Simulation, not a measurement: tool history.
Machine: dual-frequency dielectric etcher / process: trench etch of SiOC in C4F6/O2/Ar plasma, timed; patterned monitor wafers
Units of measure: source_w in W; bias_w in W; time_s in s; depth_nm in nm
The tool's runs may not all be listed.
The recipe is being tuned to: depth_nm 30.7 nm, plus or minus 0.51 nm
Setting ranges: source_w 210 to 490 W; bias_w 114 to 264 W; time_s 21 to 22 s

run 1 hour=0 | source_w=350 bias_w=189 time_s=21 | depth_nm=37.5
run 2 hour=3.8 | source_w=350 bias_w=189 time_s=21 | depth_nm=37.759
run 3 hour=4.4 | source_w=350 bias_w=189 time_s=21 | depth_nm=37.582
run 4 hour=7 | source_w=350 bias_w=208 time_s=21 | depth_nm=38.786
run 5 hour=13.2 | source_w=330 bias_w=199 time_s=21 | depth_nm=37.45
run 6 hour=18.3 | source_w=310 bias_w=191 time_s=21 | depth_nm=35.943
run 7 hour=24.2 | source_w=290 bias_w=187 time_s=21 | depth_nm=34.715
run 8 hour=25.4 | source_w=280 bias_w=184 time_s=21 | depth_nm=34.098
run 9 hour=27.8 | source_w=210 bias_w=164 time_s=21 | depth_nm=29.483

Next run, 4 choices. One meets every target within its allowed miss, the rest don't. Which?
run A hour=30.2 | source_w=210 bias_w=156 time_s=21.5 | depth_nm=?
run B hour=30.2 | source_w=250 bias_w=174 time_s=21 | depth_nm=?
run C hour=30.2 | source_w=220 bias_w=173 time_s=22 | depth_nm=?
run D hour=30.2 | source_w=230 bias_w=155 time_s=21.5 | depth_nm=?

move=A depth_nm=29.426
move=B depth_nm=31.931
move=C depth_nm=31.803
move=D depth_nm=30.394
A: roughly where the last run was
B: carries the result that was furthest off beyond its target, to the other side
C: carries the result that was furthest off beyond its target, to the other side
D: hits every target within its allowed miss
The right move is D.
